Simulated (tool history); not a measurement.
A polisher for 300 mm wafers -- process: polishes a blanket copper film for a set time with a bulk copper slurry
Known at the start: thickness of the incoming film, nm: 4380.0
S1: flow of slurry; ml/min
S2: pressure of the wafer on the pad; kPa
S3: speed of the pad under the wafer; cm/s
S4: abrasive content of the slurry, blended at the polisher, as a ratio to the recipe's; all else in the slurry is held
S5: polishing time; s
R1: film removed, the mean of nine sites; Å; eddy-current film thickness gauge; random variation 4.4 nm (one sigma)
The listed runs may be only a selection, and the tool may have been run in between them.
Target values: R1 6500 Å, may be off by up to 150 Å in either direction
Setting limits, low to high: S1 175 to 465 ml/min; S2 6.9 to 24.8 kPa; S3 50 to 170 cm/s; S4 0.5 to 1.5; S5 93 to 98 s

run 1 hour=0 | S1=295 S2=15.9 S3=110 S4=1 S5=93 | R1=8087.2
run 2 hour=2.9 | S1=295 S2=15.9 S3=110 S4=1 S5=93 | R1=8056.2
run 3 hour=4.9 | S1=295 S2=15.9 S3=110 S4=1 S5=98 | R1=8499.7
run 4 hour=7.3 | S1=290 S2=15.2 S3=110 S4=1 S5=98 | R1=8185.9
run 5 hour=8.3 | S1=285 S2=14.5 S3=110 S4=1 S5=98 | R1=7766.4
run 6 hour=14 | S1=280 S2=13.8 S3=110 S4=1 S5=98 | R1=7365.6
run 7 hour=22.9 | S1=270 S2=13.8 S3=110 S4=1 S5=98 | R1=7259.9
run 8 hour=31.9 | S1=255 S2=13.8 S3=110 S4=1 S5=98 | R1=7377.2
run 9 hour=39.5 | S1=255 S2=13.1 S3=110 S4=1 S5=98 | R1=6997.1

Of the 5 settings listed for the next run, only one would bring every result within its allowed miss of target. Which one?
run A hour=47.1 | S1=240 S2=15.9 S3=96 S4=0.9 S5=98 | R1=?
run B hour=47.1 | S1=300 S2=13.1 S3=110 S4=1.05 S5=95 | R1=?
run C hour=47.1 | S1=175 S2=12.4 S3=108 S4=0.95 S5=95 | R1=?
run D hour=47.1 | S1=215 S2=14.5 S3=114 S4=0.95 S5=96 | R1=?
run E hour=47.1 | S1=245 S2=9.7 S3=140 S4=1.3 S5=93 | R1=?

move=A R1=7273.8
move=B R1=6979.7
move=C R1=6099.9
move=D R1=7687.8
move=E R1=6553.1
A: further off than the last run
B: as far off as the last run
C: takes the result that was furthest off past its target
D: further off than the last run
E: meets every target
Correct choice: E, which meets every target
